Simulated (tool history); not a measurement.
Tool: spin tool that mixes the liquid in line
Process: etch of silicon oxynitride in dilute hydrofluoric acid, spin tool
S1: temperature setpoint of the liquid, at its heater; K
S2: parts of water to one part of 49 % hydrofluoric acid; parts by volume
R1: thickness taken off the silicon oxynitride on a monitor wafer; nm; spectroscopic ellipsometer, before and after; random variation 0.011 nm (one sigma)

run 1 day=0 | S1=298.15 S2=180 time_under_the_liquid_(s)=90 | R1=1.5581
run 2 day=0.258 | S1=298.15 S2=180 time_under_the_liquid_(s)=70 | R1=1.1922
run 3 day=0.408 | S1=298.15 S2=115 time_under_the_liquid_(s)=70 | R1=1.9799
run 4 day=0.642 | S1=296.65 S2=130 time_under_the_liquid_(s)=70 | R1=1.6179
run 5 day=0.838 | S1=295.15 S2=135 time_under_the_liquid_(s)=70 | R1=1.4371
run 6 day=0.904 | S1=295.15 S2=80 time_under_the_liquid_(s)=70 | R1=2.5339
run 7 day=1.192 | S1=295.15 S2=80 time_under_the_liquid_(s)=70 | R1=2.4879
run 8 day=1.371 | S1=295.15 S2=80 time_under_the_liquid_(s)=70 | R1=2.5149
run 9 day=1.425 | S1=294.15 S2=100 time_under_the_liquid_(s)=70 | R1=1.9104
run 10 day=1.55 | S1=293.15 S2=110 time_under_the_liquid_(s)=70 | R1=1.6753
run 11 day=1.717 | S1=292.65 S2=120 time_under_the_liquid_(s)=70 | R1=1.463
run 12 day=2.025 | S1=292.15 S2=125 time_under_the_liquid_(s)=70 | R1=1.3505
run 13 day=2.279 | S1=291.65 S2=130 time_under_the_liquid_(s)=70 | R1=1.2724

The next listed run, before its measurement:
run 14 day=2.467 | S1=291.15 S2=135 time_under_the_liquid_(s)=70 | R1=?

{"run 14": {"R1": 1.2047}}
